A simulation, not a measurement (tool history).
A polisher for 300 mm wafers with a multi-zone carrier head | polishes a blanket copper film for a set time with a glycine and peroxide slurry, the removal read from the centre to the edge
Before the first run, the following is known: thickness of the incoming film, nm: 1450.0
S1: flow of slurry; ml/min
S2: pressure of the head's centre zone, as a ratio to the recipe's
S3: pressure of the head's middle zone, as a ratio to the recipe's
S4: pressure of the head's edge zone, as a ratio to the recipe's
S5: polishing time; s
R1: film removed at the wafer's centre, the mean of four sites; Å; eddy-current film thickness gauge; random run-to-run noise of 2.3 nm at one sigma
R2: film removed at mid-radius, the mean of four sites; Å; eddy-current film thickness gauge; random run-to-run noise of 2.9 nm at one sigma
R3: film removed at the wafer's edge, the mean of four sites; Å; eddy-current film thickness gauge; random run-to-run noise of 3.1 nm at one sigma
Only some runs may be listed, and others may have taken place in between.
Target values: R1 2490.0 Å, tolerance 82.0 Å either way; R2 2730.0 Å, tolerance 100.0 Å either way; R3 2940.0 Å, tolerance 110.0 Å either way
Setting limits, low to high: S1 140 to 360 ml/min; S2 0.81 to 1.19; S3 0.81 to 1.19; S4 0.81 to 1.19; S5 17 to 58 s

run 1 hour=0.0 | S1=230 S2=1.00 S3=1.00 S4=1.00 S5=37 | R1=2075.8 R2=2147.3 R3=2076.5
run 2 hour=0.7 | S1=230 S2=0.98 S3=1.00 S4=1.04 S5=39 | R1=2162.7 R2=2267.2 R3=2262.9
run 3 hour=5.8 | S1=230 S2=0.93 S3=1.00 S4=1.04 S5=39 | R1=2056.8 R2=2200.6 R3=2235.6
run 4 hour=11.9 | S1=230 S2=0.93 S3=1.01 S4=1.07 S5=41 | R1=2149.6 R2=2388.8 R3=2365.1
run 5 hour=18.5 | S1=230 S2=0.93 S3=1.01 S4=0.99 S5=41 | R1=2155.4 R2=2374.2 R3=2283.4
run 6 hour=20.1 | S1=190 S2=0.93 S3=1.01 S4=0.99 S5=41 | R1=2072.8 R2=2315.3 R3=2256.0
run 7 hour=24.7 | S1=190 S2=0.93 S3=1.00 S4=1.03 S5=43 | R1=2172.1 R2=2425.6 R3=2394.7
run 8 hour=26.7 | S1=210 S2=0.92 S3=0.99 S4=1.07 S5=44 | R1=2219.8 R2=2432.7 R3=2534.5
run 9 hour=34.7 | S1=225 S2=0.92 S3=1.00 S4=1.10 S5=45 | R1=2326.5 R2=2565.6 R3=2631.8
run 10 hour=40.1 | S1=230 S2=0.92 S3=1.00 S4=1.12 S5=46 | R1=2385.7 R2=2629.1 R3=2726.4
run 11 hour=41.2 | S1=235 S2=0.92 S3=1.00 S4=1.13 S5=46 | R1=2376.4 R2=2662.7 R3=2729.2
run 12 hour=49.3 | S1=240 S2=0.92 S3=0.99 S4=1.14 S5=46 | R1=2411.8 R2=2563.9 R3=2708.8
run 13 hour=52.5 | S1=235 S2=0.91 S3=0.99 S4=1.15 S5=47 | R1=2417.1 R2=2685.7 R3=2795.9

Pick the move, out of 4, that brings all results within their allowed miss; only one does.
run A hour=55.7 | S1=175 S2=0.96 S3=1.03 S4=1.18 S5=45 | R1=? R2=? R3=?
run B hour=55.7 | S1=240 S2=0.91 S3=0.98 S4=1.17 S5=48 | R1=? R2=? R3=?
run C hour=55.7 | S1=230 S2=0.92 S3=1.06 S4=1.16 S5=45 | R1=? R2=? R3=?
run D hour=55.7 | S1=265 S2=0.94 S3=1.07 S4=1.00 S5=45 | R1=? R2=? R3=?

move=A R1=2265.7 R2=2484.2 R3=2617.1
move=B R1=2415.0 R2=2696.8 R3=2882.8
move=C R1=2276.0 R2=2639.5 R3=2679.1
move=D R1=2371.5 R2=2702.2 R3=2549.1
A: lands further from the targets than the last run did
B: meets every target
C: lands further from the targets than the last run did
D: lands further from the targets than the last run did
So the answer is move B, the one that meets all the targets.
